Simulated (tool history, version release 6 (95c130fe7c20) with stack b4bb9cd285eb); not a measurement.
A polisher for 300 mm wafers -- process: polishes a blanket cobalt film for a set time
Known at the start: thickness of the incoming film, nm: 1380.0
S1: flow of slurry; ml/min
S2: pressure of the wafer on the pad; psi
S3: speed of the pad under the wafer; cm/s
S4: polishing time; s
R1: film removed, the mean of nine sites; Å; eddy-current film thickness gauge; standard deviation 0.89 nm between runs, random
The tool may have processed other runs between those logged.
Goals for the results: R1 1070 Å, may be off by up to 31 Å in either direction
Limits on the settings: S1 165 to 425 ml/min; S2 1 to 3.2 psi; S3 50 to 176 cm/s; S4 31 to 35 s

run	day	S1	S2	S3	S4	R1
1	0	275	2.1	112	35	1830
2	0.029	275	1.9	112	35	1677.1
3	0.138	275	1.7	112	35	1511.7
4	0.217	275	1.6	112	35	1427.8
5	0.342	225	1.6	112	35	1394.3
6	0.517	260	1.6	112	35	1408.1
7	0.608	255	1.5	112	35	1327.8
8	0.646	245	1	112	35	899.69
9	0.954	245	1.1	112	35	978.53
10	1.05	255	1.3	112	35	1153.3

Which one of the following 4 next-run settings gets every result inside its allowed miss? There is exactly one.
A	1.146	265	1.2	120	35	?
B	1.146	285	1.4	112	32	?
C	1.146	165	1.6	88	34	?
D	1.146	295	1.2	124	34	?

move	R1
A	1154.1
B	1167.2
C	1085.6
D	1163.7
A: roughly where the last run was
B: lands further from the targets than the last run did
C: meets every target
D: lands further from the targets than the last run did
The right move is C.

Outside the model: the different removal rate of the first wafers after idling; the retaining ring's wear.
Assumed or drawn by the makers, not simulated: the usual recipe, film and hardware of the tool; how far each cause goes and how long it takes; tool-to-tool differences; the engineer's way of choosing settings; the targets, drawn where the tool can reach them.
